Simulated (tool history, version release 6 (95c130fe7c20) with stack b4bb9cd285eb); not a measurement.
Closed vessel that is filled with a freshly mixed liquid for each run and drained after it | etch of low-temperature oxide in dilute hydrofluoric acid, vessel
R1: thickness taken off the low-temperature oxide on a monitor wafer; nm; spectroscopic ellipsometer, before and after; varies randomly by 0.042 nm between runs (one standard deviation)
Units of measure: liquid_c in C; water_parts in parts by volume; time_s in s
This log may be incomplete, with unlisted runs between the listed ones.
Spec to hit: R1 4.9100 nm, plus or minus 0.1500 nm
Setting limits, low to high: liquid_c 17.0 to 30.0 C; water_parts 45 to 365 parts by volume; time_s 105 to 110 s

run 1 day=0.000 | liquid_c=22.0 water_parts=205 time_s=105 | R1=9.2180
run 2 day=0.158 | liquid_c=21.5 water_parts=215 time_s=105 | R1=8.8254
run 3 day=0.388 | liquid_c=21.0 water_parts=230 time_s=105 | R1=7.8834
run 4 day=0.438 | liquid_c=20.5 water_parts=240 time_s=105 | R1=7.3240
run 5 day=0.675 | liquid_c=20.5 water_parts=205 time_s=105 | R1=8.8079
run 6 day=1.000 | liquid_c=20.0 water_parts=215 time_s=105 | R1=8.2686
run 7 day=1.067 | liquid_c=19.5 water_parts=225 time_s=105 | R1=7.5736
run 8 day=1.183 | liquid_c=19.0 water_parts=235 time_s=105 | R1=7.1076

Exactly one of the 4 candidate moves below puts every result within its allowed miss. Which one?
run A day=1.300 | liquid_c=20.5 water_parts=325 time_s=105 | R1=?
run B day=1.300 | liquid_c=18.5 water_parts=265 time_s=105 | R1=?
run C day=1.300 | liquid_c=17.0 water_parts=315 time_s=105 | R1=?
run D day=1.300 | liquid_c=18.5 water_parts=330 time_s=105 | R1=?

move=A R1=4.9776
move=B R1=5.9810
move=C R1=4.5554
move=D R1=4.5401
A: every result lands within tolerance
B: better than the last run, though not everything is in spec
C: pushes the last run's worst result past its target
D: pushes the last run's worst result past its target
Move A is the one to make.

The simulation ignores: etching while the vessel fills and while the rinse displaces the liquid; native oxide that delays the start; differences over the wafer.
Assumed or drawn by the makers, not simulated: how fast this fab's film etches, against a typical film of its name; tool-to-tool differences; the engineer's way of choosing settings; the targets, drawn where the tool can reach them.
